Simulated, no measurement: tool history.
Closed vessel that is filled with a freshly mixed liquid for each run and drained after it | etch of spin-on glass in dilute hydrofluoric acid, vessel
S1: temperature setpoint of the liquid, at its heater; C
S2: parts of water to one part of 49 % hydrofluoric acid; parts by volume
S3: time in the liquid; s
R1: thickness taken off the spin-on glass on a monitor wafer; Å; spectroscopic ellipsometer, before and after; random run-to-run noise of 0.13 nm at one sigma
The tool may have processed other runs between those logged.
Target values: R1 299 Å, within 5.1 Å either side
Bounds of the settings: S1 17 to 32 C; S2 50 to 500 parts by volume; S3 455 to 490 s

run	hour	S1	S2	S3	R1
1	0	24	275	455	416.13
2	5.6	24	275	490	450
3	14	22	285	490	403.87
4	19.7	23.5	285	490	422.6
5	23	23.5	215	490	600.74
6	31.6	23.5	215	490	597.46
7	34.2	23.5	215	490	601.13
8	40.2	22	240	490	500.64

Consider the 4 candidate settings below. Which is the only one whose results all fall within their allowed miss of target?
A	46.2	21	275	455	?
B	46.2	22	325	455	?
C	46.2	19.5	315	455	?
D	46.2	21	320	455	?

move	R1
A	375.18
B	314.21
C	299.11
D	309.42
A: better than the last run, though not everything is in spec
B: better than the last run, though not everything is in spec
C: every result lands within tolerance
D: better than the last run, though not everything is in spec
C is the move that brings every result within its allowed miss.

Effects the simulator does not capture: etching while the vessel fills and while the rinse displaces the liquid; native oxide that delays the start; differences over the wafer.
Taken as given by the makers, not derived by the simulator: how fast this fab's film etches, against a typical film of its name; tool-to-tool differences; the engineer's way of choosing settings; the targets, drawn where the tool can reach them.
